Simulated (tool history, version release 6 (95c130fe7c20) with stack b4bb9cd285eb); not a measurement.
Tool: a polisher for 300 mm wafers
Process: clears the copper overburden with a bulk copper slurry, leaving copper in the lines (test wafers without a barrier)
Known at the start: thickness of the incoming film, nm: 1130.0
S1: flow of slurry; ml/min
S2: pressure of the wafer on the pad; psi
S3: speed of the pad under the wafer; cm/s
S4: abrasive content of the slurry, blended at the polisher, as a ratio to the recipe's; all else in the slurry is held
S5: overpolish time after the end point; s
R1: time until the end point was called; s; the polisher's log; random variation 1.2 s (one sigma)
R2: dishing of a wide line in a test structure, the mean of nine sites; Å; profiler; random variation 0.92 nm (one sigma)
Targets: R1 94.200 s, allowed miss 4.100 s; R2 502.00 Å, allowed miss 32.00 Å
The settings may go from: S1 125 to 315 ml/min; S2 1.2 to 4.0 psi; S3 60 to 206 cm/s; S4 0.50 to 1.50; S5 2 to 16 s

run 1 day=0.000 | S1=205 S2=2.6 S3=132 S4=1.00 S5=8 | R1=115.080 R2=461.65
run 2 day=0.179 | S1=205 S2=2.7 S3=132 S4=1.00 S5=8 | R1=109.910 R2=485.94
run 3 day=0.283 | S1=180 S2=2.7 S3=132 S4=1.00 S5=8 | R1=111.210 R2=470.36
run 4 day=0.488 | S1=180 S2=2.8 S3=132 S4=1.00 S5=8 | R1=107.230 R2=490.96
run 5 day=0.583 | S1=180 S2=2.9 S3=132 S4=1.00 S5=8 | R1=104.910 R2=497.91
run 6 day=0.879 | S1=145 S2=2.9 S3=132 S4=1.00 S5=8 | R1=106.370 R2=507.46
run 7 day=1.196 | S1=145 S2=3.0 S3=132 S4=1.00 S5=8 | R1=105.590 R2=534.66
run 8 day=1.458 | S1=155 S2=3.3 S3=136 S4=1.00 S5=6 | R1=91.301 R2=462.60

5 next moves are on the table. One of them brings every result within its allowed miss. Which?
run A day=1.721 | S1=155 S2=2.9 S3=150 S4=1.05 S5=7 | R1=? R2=?
run B day=1.721 | S1=185 S2=4.0 S3=118 S4=0.95 S5=6 | R1=? R2=?
run C day=1.721 | S1=205 S2=3.6 S3=142 S4=0.80 S5=5 | R1=? R2=?
run D day=1.721 | S1=180 S2=3.4 S3=140 S4=0.85 S5=5 | R1=? R2=?
run E day=1.721 | S1=160 S2=3.5 S3=138 S4=1.05 S5=5 | R1=? R2=?

move=A R1=92.731 R2=516.60
move=B R1=85.342 R2=502.41
move=C R1=81.145 R2=448.33
move=D R1=87.237 R2=420.86
move=E R1=83.326 R2=437.87
A: meets every target
B: brings the result that was furthest off to its target, and leaves another outside
C: further off than the last run
D: further off than the last run
E: further off than the last run
Move A is the one to make.
